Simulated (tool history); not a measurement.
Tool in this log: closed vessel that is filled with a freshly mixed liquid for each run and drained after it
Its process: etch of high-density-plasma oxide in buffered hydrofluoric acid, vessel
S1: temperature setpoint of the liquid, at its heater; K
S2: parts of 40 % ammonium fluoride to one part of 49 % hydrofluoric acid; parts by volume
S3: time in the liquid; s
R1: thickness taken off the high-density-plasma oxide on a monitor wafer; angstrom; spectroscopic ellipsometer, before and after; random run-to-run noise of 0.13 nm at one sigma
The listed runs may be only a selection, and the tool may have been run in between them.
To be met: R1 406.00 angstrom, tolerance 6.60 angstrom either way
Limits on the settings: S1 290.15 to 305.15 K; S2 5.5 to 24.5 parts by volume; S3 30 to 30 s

run  hour      S1    S2  S3      R1
  1   0.0  298.15  15.0  30  263.02
  2   1.5  298.15  11.5  30  342.08
  3   3.2  299.15  11.5  30  358.80
  4   8.2  299.15   8.0  30  503.92
  5  17.5  298.15   8.0  30  475.70
  6  21.0  297.15   8.0  30  449.71
  7  26.0  296.65   8.0  30  438.78
  8  30.6  296.15   8.0  30  428.22
  9  38.9  295.65   8.0  30  413.46

Consider the 4 candidate settings below. Which is the only one whose results all fall within their allowed miss of target?
  A  47.2  293.15  7.0  30   ?
  B  47.2  291.65  6.5  30   ?
  C  47.2  294.65  7.5  30   ?
  D  47.2  295.65  8.5  30   ?

move      R1
   A  418.94
   B  410.69
   C  422.72
   D  390.08
A: moves away from the targets compared with the last run
B: all results in spec
C: moves away from the targets compared with the last run
D: takes the result that was furthest off past its target
Move B is the one to make.
